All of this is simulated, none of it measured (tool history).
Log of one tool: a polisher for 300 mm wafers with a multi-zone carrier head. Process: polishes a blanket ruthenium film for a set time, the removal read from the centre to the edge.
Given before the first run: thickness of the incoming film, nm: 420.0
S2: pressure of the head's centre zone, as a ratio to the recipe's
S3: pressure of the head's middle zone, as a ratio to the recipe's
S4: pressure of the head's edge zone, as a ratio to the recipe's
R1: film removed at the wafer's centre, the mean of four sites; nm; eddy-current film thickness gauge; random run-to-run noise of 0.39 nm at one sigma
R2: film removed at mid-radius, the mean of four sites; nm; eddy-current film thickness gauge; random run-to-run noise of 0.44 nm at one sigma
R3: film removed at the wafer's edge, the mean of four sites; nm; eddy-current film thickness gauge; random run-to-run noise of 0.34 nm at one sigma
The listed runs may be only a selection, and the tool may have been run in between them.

Run 1, hour 0: flow of slurry (ml/min) 160, S2 1, S3 1, S4 1, polishing time (s) 42. Result: R1 51.279 nm, R2 52.098 nm, R3 52.132 nm.
Run 2, hour 5.8: flow of slurry (ml/min) 155, S2 0.98, S3 1.01, S4 0.98, polishing time (s) 38. Result: R1 43.878 nm, R2 47.284 nm, R3 45.164 nm.
Run 3, hour 7.6: flow of slurry (ml/min) 155, S2 0.98, S3 1.01, S4 0.98, polishing time (s) 49. Result: R1 58.12 nm, R2 59.705 nm, R3 58.719 nm.
Run 4, hour 8.3: flow of slurry (ml/min) 150, S2 0.97, S3 1, S4 0.96, polishing time (s) 45. Result: R1 52.816 nm, R2 55.153 nm, R3 52.137 nm.
Run 5, hour 11.3: flow of slurry (ml/min) 150, S2 0.97, S3 1, S4 0.96, polishing time (s) 51. Result: R1 57.805 nm, R2 62.53 nm, R3 59.735 nm.
Run 6, hour 17.4: flow of slurry (ml/min) 150, S2 0.97, S3 1, S4 0.96, polishing time (s) 58. Result: R1 67.912 nm, R2 69.596 nm, R3 68.45 nm.
Run 7, hour 20.5: flow of slurry (ml/min) 105, S2 0.99, S3 0.9, S4 0.86, polishing time (s) 46. Result: R1 50.072 nm, R2 46.298 nm, R3 49.004 nm.
Run 8, hour 26.9: flow of slurry (ml/min) 110, S2 0.89, S3 1, S4 0.82, polishing time (s) 34. Result: R1 33.986 nm, R2 37.565 nm, R3 35.975 nm.
Run 9, hour 30.5: flow of slurry (ml/min) 110, S2 0.89, S3 1, S4 0.82, polishing time (s) 34. Result: R1 33.416 nm, R2 38.515 nm, R3 35.695 nm.
Run 10, hour 35.2: flow of slurry (ml/min) 110, S2 0.89, S3 1, S4 0.82, polishing time (s) 32. Result: R1 31.705 nm, R2 36.926 nm, R3 32.855 nm.

Run 11 has not been measured yet. What should we expect?
Run 11, hour 41.2: flow of slurry (ml/min) 110, S2 0.89, S3 1, S4 0.82, polishing time (s) 32. Result: R1 ?, R2 ?, R3 ?.

{"run 11": {"R1": 32.165, "R2": 36.294, "R3": 33.929}}
